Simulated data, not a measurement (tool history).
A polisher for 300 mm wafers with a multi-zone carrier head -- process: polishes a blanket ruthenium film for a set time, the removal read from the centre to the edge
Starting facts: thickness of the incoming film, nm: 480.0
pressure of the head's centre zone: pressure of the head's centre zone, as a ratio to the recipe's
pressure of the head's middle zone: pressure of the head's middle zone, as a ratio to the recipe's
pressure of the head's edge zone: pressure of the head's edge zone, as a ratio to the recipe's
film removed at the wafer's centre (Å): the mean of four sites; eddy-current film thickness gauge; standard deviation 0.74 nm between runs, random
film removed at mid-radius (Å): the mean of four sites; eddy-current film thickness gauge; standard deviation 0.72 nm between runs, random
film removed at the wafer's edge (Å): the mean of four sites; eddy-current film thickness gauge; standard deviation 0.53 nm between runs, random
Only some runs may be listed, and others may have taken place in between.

run,hour,flow of slurry (ml/min),pressure of the head's centre zone,pressure of the head's middle zone,pressure of the head's edge zone,polishing time (s),film removed at the wafer's centre (Å),film removed at mid-radius (Å),film removed at the wafer's edge (Å)
1,0.0,315,1.00,1.00,1.00,86,500.44,514.09,500.77
2,7.9,360,1.00,1.00,1.00,86,514.54,517.91,510.79
3,12.9,430,1.00,1.00,1.00,86,514.85,530.09,508.58
4,17.9,370,1.00,1.00,1.00,86,512.12,513.93,501.06
5,24.7,370,1.00,1.00,1.08,86,508.60,518.27,524.49
6,29.2,375,1.00,1.05,1.08,91,539.51,579.40,550.55
7,36.3,375,1.00,1.05,1.08,91,540.15,566.30,555.52
8,44.9,385,0.99,1.08,1.06,95,558.68,619.29,563.85

Run 9 has not been measured yet. What should we expect?
9,48.4,385,0.99,1.10,1.08,98,?,?,?

Run 9 measured film removed at the wafer's centre (Å) 578.71, film removed at mid-radius (Å) 643.02, film removed at the wafer's edge (Å) 600.98.
